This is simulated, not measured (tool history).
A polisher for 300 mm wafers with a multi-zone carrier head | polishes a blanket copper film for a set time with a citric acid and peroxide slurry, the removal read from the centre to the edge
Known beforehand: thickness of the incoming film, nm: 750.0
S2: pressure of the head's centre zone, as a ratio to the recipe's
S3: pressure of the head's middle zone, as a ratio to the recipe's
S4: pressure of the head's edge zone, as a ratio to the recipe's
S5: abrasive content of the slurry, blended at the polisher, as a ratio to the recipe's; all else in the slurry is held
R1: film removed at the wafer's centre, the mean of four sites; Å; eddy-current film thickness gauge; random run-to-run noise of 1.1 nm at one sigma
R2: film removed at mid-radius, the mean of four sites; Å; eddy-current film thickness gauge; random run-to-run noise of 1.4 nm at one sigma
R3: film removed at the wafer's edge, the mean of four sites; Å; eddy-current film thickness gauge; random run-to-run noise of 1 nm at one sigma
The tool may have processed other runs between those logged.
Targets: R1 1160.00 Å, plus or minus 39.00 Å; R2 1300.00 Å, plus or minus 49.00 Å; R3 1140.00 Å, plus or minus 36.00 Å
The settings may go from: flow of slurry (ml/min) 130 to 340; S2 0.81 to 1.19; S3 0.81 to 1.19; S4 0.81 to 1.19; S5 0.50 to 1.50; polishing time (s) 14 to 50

{"run": 1, "hour": 0.0, "flow of slurry (ml/min)": 220, "S2": 1.0, "S3": 1.0, "S4": 1.0, "S5": 1.0, "polishing time (s)": 32, "R1": 791.51, "R2": 772.5, "R3": 767.34}
{"run": 2, "hour": 7.0, "flow of slurry (ml/min)": 220, "S2": 0.93, "S3": 1.0, "S4": 1.0, "S5": 1.0, "polishing time (s)": 32, "R1": 730.81, "R2": 766.88, "R3": 760.56}
{"run": 3, "hour": 12.2, "flow of slurry (ml/min)": 225, "S2": 0.94, "S3": 1.03, "S4": 1.01, "S5": 1.1, "polishing time (s)": 33, "R1": 809.63, "R2": 849.13, "R3": 811.76}
{"run": 4, "hour": 14.4, "flow of slurry (ml/min)": 225, "S2": 0.94, "S3": 1.03, "S4": 1.01, "S5": 1.1, "polishing time (s)": 41, "R1": 984.74, "R2": 1029.6, "R3": 995.18}
{"run": 5, "hour": 15.1, "flow of slurry (ml/min)": 230, "S2": 0.95, "S3": 1.05, "S4": 1.03, "S5": 1.1, "polishing time (s)": 41, "R1": 1009.0, "R2": 1080.6, "R3": 1019.5}
{"run": 6, "hour": 19.4, "flow of slurry (ml/min)": 230, "S2": 0.95, "S3": 1.05, "S4": 1.07, "S5": 1.1, "polishing time (s)": 41, "R1": 1000.9, "R2": 1060.8, "R3": 1042.5}
{"run": 7, "hour": 22.6, "flow of slurry (ml/min)": 240, "S2": 0.96, "S3": 1.07, "S4": 1.08, "S5": 1.1, "polishing time (s)": 41, "R1": 1015.0, "R2": 1068.4, "R3": 1034.9}
{"run": 8, "hour": 31.1, "flow of slurry (ml/min)": 240, "S2": 0.96, "S3": 1.08, "S4": 1.08, "S5": 1.15, "polishing time (s)": 41, "R1": 1019.2, "R2": 1090.9, "R3": 1056.7}
{"run": 9, "hour": 35.9, "flow of slurry (ml/min)": 240, "S2": 0.96, "S3": 1.08, "S4": 1.08, "S5": 1.15, "polishing time (s)": 41, "R1": 1029.2, "R2": 1102.9, "R3": 1063.0}
{"run": 10, "hour": 37.1, "flow of slurry (ml/min)": 245, "S2": 0.97, "S3": 1.1, "S4": 1.08, "S5": 1.2, "polishing time (s)": 41, "R1": 1065.3, "R2": 1134.7, "R3": 1080.5}
{"run": 11, "hour": 45.7, "flow of slurry (ml/min)": 250, "S2": 0.97, "S3": 1.11, "S4": 1.08, "S5": 1.2, "polishing time (s)": 41, "R1": 1053.4, "R2": 1127.6, "R3": 1063.1}
{"run": 12, "hour": 49.6, "flow of slurry (ml/min)": 250, "S2": 0.97, "S3": 1.12, "S4": 1.07, "S5": 1.25, "polishing time (s)": 41, "R1": 1067.2, "R2": 1174.0, "R3": 1056.9}
{"run": 13, "hour": 55.6, "flow of slurry (ml/min)": 250, "S2": 0.97, "S3": 1.13, "S4": 1.08, "S5": 1.3, "polishing time (s)": 41, "R1": 1085.1, "R2": 1185.1, "R3": 1084.5}
{"run": 14, "hour": 62.5, "flow of slurry (ml/min)": 250, "S2": 0.97, "S3": 1.14, "S4": 1.08, "S5": 1.3, "polishing time (s)": 41, "R1": 1077.4, "R2": 1180.8, "R3": 1092.0}
{"run": 15, "hour": 67.8, "flow of slurry (ml/min)": 255, "S2": 0.97, "S3": 1.15, "S4": 1.08, "S5": 1.3, "polishing time (s)": 41, "R1": 1084.8, "R2": 1192.6, "R3": 1097.6}
{"run": 16, "hour": 69.1, "flow of slurry (ml/min)": 255, "S2": 0.97, "S3": 1.16, "S4": 1.08, "S5": 1.35, "polishing time (s)": 41, "R1": 1088.9, "R2": 1200.5, "R3": 1101.8}

Consider the 5 candidate settings below. Which is the only one whose results all fall within their allowed miss of target?
{"run": "A", "hour": 70.4, "flow of slurry (ml/min)": 220, "S2": 0.96, "S3": 1.14, "S4": 0.97, "S5": 1.25, "polishing time (s)": 46, "R1": "?", "R2": "?", "R3": "?"}
{"run": "B", "hour": 70.4, "flow of slurry (ml/min)": 265, "S2": 0.93, "S3": 1.07, "S4": 1.15, "S5": 1.4, "polishing time (s)": 40, "R1": "?", "R2": "?", "R3": "?"}
{"run": "C", "hour": 70.4, "flow of slurry (ml/min)": 275, "S2": 0.99, "S3": 1.13, "S4": 1.09, "S5": 1.3, "polishing time (s)": 38, "R1": "?", "R2": "?", "R3": "?"}
{"run": "D", "hour": 70.4, "flow of slurry (ml/min)": 250, "S2": 0.94, "S3": 1.18, "S4": 1.15, "S5": 1.35, "polishing time (s)": 41, "R1": "?", "R2": "?", "R3": "?"}
{"run": "E", "hour": 70.4, "flow of slurry (ml/min)": 290, "S2": 1.06, "S3": 1.19, "S4": 0.94, "S5": 1.35, "polishing time (s)": 41, "R1": "?", "R2": "?", "R3": "?"}

move=A R1=1172.50 R2=1286.00 R3=1149.20
move=B R1=1042.50 R2=1126.90 R3=1139.20
move=C R1=1041.00 R2=1096.20 R3=1036.70
move=D R1=1062.90 R2=1217.10 R3=1149.90
move=E R1=1222.50 R2=1244.90 R3=1054.50
A: every result lands within tolerance
B: lands further from the targets than the last run did
C: lands further from the targets than the last run did
D: lands further from the targets than the last run did
E: lands further from the targets than the last run did
The right move is A.

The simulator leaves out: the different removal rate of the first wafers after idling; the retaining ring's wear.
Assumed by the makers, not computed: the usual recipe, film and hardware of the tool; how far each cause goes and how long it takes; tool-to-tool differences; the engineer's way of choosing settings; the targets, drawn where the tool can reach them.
